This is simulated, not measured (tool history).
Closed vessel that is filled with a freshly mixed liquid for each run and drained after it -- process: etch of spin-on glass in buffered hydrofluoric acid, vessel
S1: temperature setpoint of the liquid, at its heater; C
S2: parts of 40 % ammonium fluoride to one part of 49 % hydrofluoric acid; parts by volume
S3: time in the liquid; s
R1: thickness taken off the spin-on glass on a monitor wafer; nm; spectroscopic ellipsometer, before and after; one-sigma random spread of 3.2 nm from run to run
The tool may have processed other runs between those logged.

{"run": 1, "hour": 0.0, "S1": 24.0, "S2": 9.0, "S3": 105, "R1": 644.5}
{"run": 2, "hour": 4.5, "S1": 22.0, "S2": 9.5, "S3": 105, "R1": 559.36}
{"run": 3, "hour": 7.1, "S1": 20.5, "S2": 10.0, "S3": 105, "R1": 498.48}
{"run": 4, "hour": 8.9, "S1": 20.5, "S2": 8.0, "S3": 105, "R1": 616.83}
{"run": 5, "hour": 18.2, "S1": 20.5, "S2": 8.0, "S3": 110, "R1": 626.76}
{"run": 6, "hour": 22.1, "S1": 21.5, "S2": 8.0, "S3": 110, "R1": 674.33}
{"run": 7, "hour": 29.2, "S1": 20.5, "S2": 9.0, "S3": 110, "R1": 562.4}

The next listed run, before its measurement:
{"run": 8, "hour": 34.4, "S1": 20.5, "S2": 9.0, "S3": 110, "R1": "?"}

{"run 8": {"R1": 560.36}}
